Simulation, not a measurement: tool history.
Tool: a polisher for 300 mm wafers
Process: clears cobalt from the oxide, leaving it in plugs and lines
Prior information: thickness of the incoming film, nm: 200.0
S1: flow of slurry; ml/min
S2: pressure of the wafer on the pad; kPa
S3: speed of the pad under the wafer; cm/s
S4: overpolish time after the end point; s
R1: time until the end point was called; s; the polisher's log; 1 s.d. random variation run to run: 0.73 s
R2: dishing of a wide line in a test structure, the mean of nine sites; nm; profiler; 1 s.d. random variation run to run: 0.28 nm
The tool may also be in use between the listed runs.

{"run": 1, "hour": 0.0, "S1": 155, "S2": 14.5, "S3": 112, "S4": 13, "R1": 33.976, "R2": 18.63}
{"run": 2, "hour": 4.5, "S1": 155, "S2": 14.5, "S3": 98, "S4": 13, "R1": 38.589, "R2": 18.714}
{"run": 3, "hour": 12.0, "S1": 120, "S2": 14.5, "S3": 98, "S4": 13, "R1": 40.376, "R2": 17.962}
{"run": 4, "hour": 12.7, "S1": 120, "S2": 14.5, "S3": 98, "S4": 11, "R1": 40.792, "R2": 18.192}
{"run": 5, "hour": 16.4, "S1": 110, "S2": 12.4, "S3": 98, "S4": 10, "R1": 48.691, "R2": 16.015}
{"run": 6, "hour": 20.1, "S1": 95, "S2": 12.4, "S3": 98, "S4": 10, "R1": 51.16, "R2": 16.211}
{"run": 7, "hour": 26.1, "S1": 100, "S2": 11.7, "S3": 96, "S4": 13, "R1": 53.947, "R2": 17.187}

Run 8 has not been measured yet. What should we expect?
{"run": 8, "hour": 33.8, "S1": 100, "S2": 11.0, "S3": 96, "S4": 13, "R1": "?", "R2": "?"}

R1: 57.153 s
R2: 16.695 nm
